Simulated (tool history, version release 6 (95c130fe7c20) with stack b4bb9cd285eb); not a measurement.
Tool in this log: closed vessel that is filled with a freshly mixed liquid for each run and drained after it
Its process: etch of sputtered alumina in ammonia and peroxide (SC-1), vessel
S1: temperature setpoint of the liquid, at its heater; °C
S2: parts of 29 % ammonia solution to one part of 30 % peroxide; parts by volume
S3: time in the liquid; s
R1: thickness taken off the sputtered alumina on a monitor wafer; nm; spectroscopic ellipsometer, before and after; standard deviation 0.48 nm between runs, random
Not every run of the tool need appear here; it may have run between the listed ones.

run	hour	S1	S2	S3	R1
1	0.0	49.0	0.75	1410	71.988
2	1.6	46.5	0.75	1410	62.404
3	6.3	46.5	0.75	1410	62.643
4	11.9	46.5	0.85	1410	62.952
5	13.6	46.5	1.00	1410	64.758
6	21.8	49.5	1.00	1410	75.632

Run 7 comes next. What will it give?
7	22.5	52.0	1.00	1410	?

{"run 7": {"R1": 87.819}}

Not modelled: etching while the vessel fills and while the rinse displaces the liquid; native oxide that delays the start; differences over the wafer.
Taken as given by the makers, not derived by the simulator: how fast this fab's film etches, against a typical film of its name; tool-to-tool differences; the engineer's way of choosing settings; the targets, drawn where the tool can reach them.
